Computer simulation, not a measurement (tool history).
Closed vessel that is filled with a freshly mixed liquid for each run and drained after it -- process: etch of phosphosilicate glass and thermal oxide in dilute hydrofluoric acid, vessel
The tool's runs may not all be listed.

run	hour	temperature setpoint of the liquid (K)	parts of water to one part of 49 % hydrofluoric acid (parts by volume)	time in the liquid (s)	thickness taken off the phosphosilicate glass on a monitor wafer (nm)	thickness taken off the thermal oxide on a monitor wafer (nm)
1	0	294.15	50	60	234.6	5.3132
2	3.2	296.15	50	60	254.39	5.8187
3	8.7	294.65	60	60	196.76	4.4544
4	14.6	294.65	70	60	167.67	3.8181
5	20.8	294.65	85	60	134.51	3.0595
6	25.4	294.65	85	40	89.721	2.0439

Run 7, settings as shown, results not yet in. Your forecast:
7	33.7	294.65	85	40	?	?

For run 7 the tool returned thickness taken off the phosphosilicate glass on a monitor wafer (nm) 90.233, thickness taken off the thermal oxide on a monitor wafer (nm) 2.0344.
